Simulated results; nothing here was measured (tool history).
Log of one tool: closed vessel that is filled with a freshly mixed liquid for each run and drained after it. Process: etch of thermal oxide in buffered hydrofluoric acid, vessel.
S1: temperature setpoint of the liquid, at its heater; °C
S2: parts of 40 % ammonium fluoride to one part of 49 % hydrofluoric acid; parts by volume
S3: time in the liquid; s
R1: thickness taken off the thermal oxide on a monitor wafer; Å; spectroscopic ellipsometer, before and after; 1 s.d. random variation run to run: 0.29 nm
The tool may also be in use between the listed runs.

| run | hour | S1 | S2 | S3 | R1 |
|---|---|---|---|---|---|
| 1 | 0.0 | 22.0 | 22.5 | 135 | 601.65 |
| 2 | 3.2 | 22.0 | 19.0 | 135 | 680.32 |
| 3 | 11.7 | 22.0 | 19.0 | 145 | 735.15 |
| 4 | 19.4 | 20.5 | 22.0 | 145 | 603.45 |
| 5 | 24.7 | 20.5 | 22.0 | 135 | 561.82 |
| 6 | 32.0 | 19.5 | 23.0 | 135 | 505.67 |

What will run 7 give?
| 7 | 36.6 | 19.0 | 23.5 | 135 | ? |

R1: 491.12 Å

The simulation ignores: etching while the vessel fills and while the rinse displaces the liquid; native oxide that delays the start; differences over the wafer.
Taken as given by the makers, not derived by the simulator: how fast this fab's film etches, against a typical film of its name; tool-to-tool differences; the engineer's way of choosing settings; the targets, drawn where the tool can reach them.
